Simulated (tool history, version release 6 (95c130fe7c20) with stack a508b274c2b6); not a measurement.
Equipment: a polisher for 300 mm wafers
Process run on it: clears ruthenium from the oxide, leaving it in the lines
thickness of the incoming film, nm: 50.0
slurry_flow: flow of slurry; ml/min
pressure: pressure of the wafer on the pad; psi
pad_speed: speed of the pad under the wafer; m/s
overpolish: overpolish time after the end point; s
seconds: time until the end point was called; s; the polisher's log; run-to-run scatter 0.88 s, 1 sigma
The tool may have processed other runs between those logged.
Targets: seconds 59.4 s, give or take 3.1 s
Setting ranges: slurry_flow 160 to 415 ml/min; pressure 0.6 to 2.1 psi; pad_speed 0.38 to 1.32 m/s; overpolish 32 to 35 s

run	hour	slurry_flow	pressure	pad_speed	overpolish	seconds
1	0	265	1.3	0.84	32	76.631
2	3.4	265	1.3	0.84	32	76.667
3	8.4	265	1.4	0.84	32	70.52
4	12.9	265	1.5	0.84	32	66.897
5	17.1	265	1.5	0.7	32	79.354
6	18.6	265	1.6	0.7	32	74.727
7	20.9	265	1.7	0.7	32	70.706
8	22.9	265	1.8	0.7	32	67.186
9	24.1	265	1.9	0.7	32	63.266

Consider the 4 candidate settings below. Which is the only one whose results all fall within their allowed miss of target?
A	25.3	215	1.7	0.76	32	?
B	25.3	255	1.8	0.7	32	?
C	25.3	205	2	0.72	33	?
D	25.3	230	2	0.64	34	?

move	seconds
A	66.728
B	67.279
C	60.241
D	66.754
A: moves away from the targets compared with the last run
B: moves away from the targets compared with the last run
C: in spec on every target
D: moves away from the targets compared with the last run
C is the move that brings every result within its allowed miss.
